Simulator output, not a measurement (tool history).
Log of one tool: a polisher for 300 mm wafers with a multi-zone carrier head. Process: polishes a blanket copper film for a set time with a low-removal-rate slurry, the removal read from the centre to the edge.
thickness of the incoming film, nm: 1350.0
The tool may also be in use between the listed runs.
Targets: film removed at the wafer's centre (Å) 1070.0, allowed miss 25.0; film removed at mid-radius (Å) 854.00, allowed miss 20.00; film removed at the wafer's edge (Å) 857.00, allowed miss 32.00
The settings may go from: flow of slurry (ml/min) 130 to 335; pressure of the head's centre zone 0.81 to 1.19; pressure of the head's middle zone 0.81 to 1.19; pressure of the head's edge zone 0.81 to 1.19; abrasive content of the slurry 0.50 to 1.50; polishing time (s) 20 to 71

| run | hour | flow of slurry (ml/min) | pressure of the head's centre zone | pressure of the head's middle zone | pressure of the head's edge zone | abrasive content of the slurry | polishing time (s) | film removed at the wafer's centre (Å) | film removed at mid-radius (Å) | film removed at the wafer's edge (Å) |
|---|---|---|---|---|---|---|---|---|---|---|
| 1 | 0.0 | 215 | 1.00 | 1.00 | 1.00 | 1.00 | 45 | 1692.0 | 1741.50 | 1661.50 |
| 2 | 3.4 | 215 | 1.00 | 0.95 | 1.00 | 1.00 | 45 | 1722.2 | 1682.00 | 1657.60 |
| 3 | 5.3 | 215 | 0.92 | 0.95 | 1.00 | 1.00 | 45 | 1543.5 | 1649.60 | 1673.10 |
| 4 | 7.9 | 210 | 0.97 | 0.91 | 0.95 | 0.85 | 38 | 1355.3 | 1347.70 | 1349.10 |
| 5 | 15.3 | 205 | 1.02 | 0.88 | 0.93 | 0.75 | 33 | 1214.0 | 1112.00 | 1133.00 |
| 6 | 18.8 | 205 | 1.02 | 0.94 | 0.93 | 0.75 | 33 | 1205.8 | 1168.20 | 1151.00 |
| 7 | 19.9 | 205 | 1.02 | 0.94 | 0.93 | 0.75 | 33 | 1214.5 | 1170.50 | 1116.20 |
| 8 | 24.2 | 190 | 1.05 | 0.90 | 0.90 | 0.65 | 31 | 1139.8 | 1028.10 | 1004.90 |
| 9 | 28.0 | 175 | 1.06 | 0.87 | 0.88 | 0.60 | 31 | 1102.3 | 983.29 | 985.15 |
| 10 | 32.2 | 170 | 1.09 | 0.85 | 0.86 | 0.55 | 30 | 1089.6 | 903.85 | 939.67 |
| 11 | 39.6 | 165 | 1.11 | 0.86 | 0.84 | 0.55 | 29 | 1071.8 | 882.40 | 888.11 |
| 12 | 45.2 | 160 | 1.12 | 0.86 | 0.83 | 0.55 | 29 | 1064.8 | 878.07 | 875.47 |
| 13 | 47.3 | 155 | 1.13 | 0.86 | 0.82 | 0.55 | 29 | 1060.2 | 874.51 | 875.46 |

Which of these 4 next moves meets every target?
| A | 49.4 | 160 | 1.19 | 0.93 | 0.81 | 0.55 | 28 | ? | ? | ? |
| B | 49.4 | 170 | 1.11 | 0.93 | 0.81 | 0.50 | 28 | ? | ? | ? |
| C | 49.4 | 195 | 1.13 | 0.83 | 0.81 | 0.50 | 28 | ? | ? | ? |
| D | 49.4 | 130 | 1.08 | 0.81 | 0.85 | 0.50 | 32 | ? | ? | ? |

| move | film removed at the wafer's centre (Å) | film removed at mid-radius (Å) | film removed at the wafer's edge (Å) |
|---|---|---|---|
| A | 1094.0 | 898.54 | 839.62 |
| B | 1022.9 | 900.05 | 837.84 |
| C | 1070.2 | 855.53 | 854.08 |
| D | 1059.0 | 882.59 | 935.12 |
A: further off than the last run
B: further off than the last run
C: meets every target
D: further off than the last run
Answer: C
